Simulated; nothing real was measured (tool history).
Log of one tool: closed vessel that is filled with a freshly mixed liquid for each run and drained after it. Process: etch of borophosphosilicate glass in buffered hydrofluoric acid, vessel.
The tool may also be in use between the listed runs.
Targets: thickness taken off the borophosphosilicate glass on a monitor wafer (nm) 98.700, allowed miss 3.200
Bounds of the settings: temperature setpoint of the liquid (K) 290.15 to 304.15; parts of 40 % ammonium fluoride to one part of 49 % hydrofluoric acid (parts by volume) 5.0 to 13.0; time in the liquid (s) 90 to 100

run	hour	temperature setpoint of the liquid (K)	parts of 40 % ammonium fluoride to one part of 49 % hydrofluoric acid (parts by volume)	time in the liquid (s)	thickness taken off the borophosphosilicate glass on a monitor wafer (nm)
1	0.0	296.15	8.0	90	132.020
2	2.1	296.15	8.0	100	147.260
3	7.1	295.15	8.0	100	141.940
4	12.2	294.15	8.0	100	131.350
5	19.1	294.15	8.0	100	131.770
6	25.4	293.65	8.0	100	128.830
7	28.0	290.15	9.0	100	92.466
8	29.0	290.15	9.0	100	91.678

Which of these 5 next moves meets every target?
A	30.0	290.15	9.5	95	?
B	30.0	293.15	10.0	95	?
C	30.0	290.15	7.5	95	?
D	30.0	290.65	9.5	100	?
E	30.0	293.65	12.0	100	?

move	thickness taken off the borophosphosilicate glass on a monitor wafer (nm)
A	83.829
B	95.891
C	106.030
D	90.755
E	86.734
A: further off than the last run
B: meets every target
C: takes the result that was furthest off past its target
D: further off than the last run
E: further off than the last run
The right move is B.
